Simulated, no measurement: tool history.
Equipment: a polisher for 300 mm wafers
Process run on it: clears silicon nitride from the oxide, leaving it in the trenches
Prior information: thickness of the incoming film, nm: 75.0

run	hour	flow of slurry (ml/min)	pressure of the wafer on the pad (psi)	speed of the pad under the wafer (m/s)	overpolish time after the end point (s)	time until the end point was called (s)
1	0.0	190	2.1	0.86	13	112.33
2	5.2	185	1.9	0.86	13	120.48
3	13.1	150	1.9	0.86	13	126.13
4	20.6	150	2.1	0.86	13	114.38
5	21.5	150	1.8	0.86	13	130.58
6	24.3	150	1.6	0.84	13	148.58

What does the tool deliver on the next run?
7	26.2	150	1.5	0.84	13	?

Run 7 came out at time until the end point was called (s) 156.92.

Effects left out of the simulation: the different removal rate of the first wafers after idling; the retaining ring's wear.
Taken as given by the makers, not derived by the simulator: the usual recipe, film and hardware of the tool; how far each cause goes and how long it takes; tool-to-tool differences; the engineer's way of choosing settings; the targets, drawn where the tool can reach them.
